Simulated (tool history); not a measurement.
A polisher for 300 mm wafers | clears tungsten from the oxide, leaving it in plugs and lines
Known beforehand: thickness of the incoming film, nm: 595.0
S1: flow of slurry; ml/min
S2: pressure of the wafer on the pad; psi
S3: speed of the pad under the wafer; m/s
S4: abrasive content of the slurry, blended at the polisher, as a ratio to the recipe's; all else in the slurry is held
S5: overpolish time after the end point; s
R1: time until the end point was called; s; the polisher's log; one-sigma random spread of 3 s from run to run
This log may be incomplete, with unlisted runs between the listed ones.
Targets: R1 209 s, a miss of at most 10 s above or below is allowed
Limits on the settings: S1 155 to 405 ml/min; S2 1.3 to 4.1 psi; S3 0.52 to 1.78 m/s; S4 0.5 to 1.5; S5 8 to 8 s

run	day	S1	S2	S3	S4	S5	R1
1	0	260	2.7	1.14	1	8	129.95
2	0.175	260	2.7	1.14	1	8	128.72
3	0.462	260	2.4	1.12	1	8	140.54
4	0.554	260	2	1.12	1	8	168.2
5	0.725	260	1.9	1.12	1	8	175.49
6	0.904	260	1.9	1.12	1	8	176.34
7	1.225	260	1.8	1.12	1	8	183.62
8	1.521	260	1.7	1.12	1	8	190.91
9	1.617	260	1.4	1.12	1	8	223.08

Which one of the following 5 next-run settings gets every result inside its allowed miss? There is exactly one.
A	1.712	265	1.3	1.08	1.05	8	?
B	1.712	240	1.7	0.84	0.95	8	?
C	1.712	265	1.3	1.22	1.2	8	?
D	1.712	265	1.4	1.02	0.95	8	?
E	1.712	215	1.4	1.04	1.1	8	?

move	R1
A	238.34
B	235.58
C	213.39
D	239.11
E	234.45
A: misses by more than the last run did
B: misses by more than the last run did
C: in spec on every target
D: misses by more than the last run did
E: misses by more than the last run did
The move that meets every target is C.
